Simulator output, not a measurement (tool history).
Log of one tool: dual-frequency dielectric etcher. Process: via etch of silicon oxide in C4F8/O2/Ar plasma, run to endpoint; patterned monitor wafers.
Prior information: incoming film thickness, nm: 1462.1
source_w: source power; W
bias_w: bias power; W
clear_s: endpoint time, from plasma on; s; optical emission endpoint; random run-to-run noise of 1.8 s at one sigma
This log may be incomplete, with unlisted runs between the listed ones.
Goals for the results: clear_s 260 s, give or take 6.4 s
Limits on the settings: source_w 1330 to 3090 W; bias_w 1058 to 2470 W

| run | hour | source_w | bias_w | clear_s |
|---|---|---|---|---|
| 1 | 0 | 2210 | 1764 | 284.31 |
| 2 | 2.1 | 2210 | 1874 | 280.94 |
| 3 | 5 | 2320 | 1904 | 276.65 |
| 4 | 6 | 2420 | 1943 | 268.41 |
| 5 | 8.9 | 2050 | 1943 | 291.46 |
| 6 | 14.4 | 2200 | 1973 | 277.31 |
| 7 | 20.6 | 2280 | 1994 | 271.33 |
|  | 22.1 | source power generator calibrated |
| 8 | 22.1 | 2280 | 1994 | 274.39 |
| 9 | 24.8 | 2350 | 2012 | 273.12 |
| 10 | 29.7 | 2430 | 2032 | 266.05 |

Below are 5 possible settings for the next run. Only one of them brings all results inside the allowed miss of their targets. Which is it?
| A | 34.6 | 2250 | 1866 | ? |
| B | 34.6 | 2860 | 1476 | ? |
| C | 34.6 | 2260 | 1991 | ? |
| D | 34.6 | 2400 | 1950 | ? |
| E | 34.6 | 2480 | 2168 | ? |

| move | clear_s |
|---|---|
| A | 283.18 |
| B | 273.88 |
| C | 277.19 |
| D | 272 |
| E | 259.85 |
A: further off than the last run
B: further off than the last run
C: further off than the last run
D: further off than the last run
E: each result inside its tolerance
E is the move that brings every result within its allowed miss.
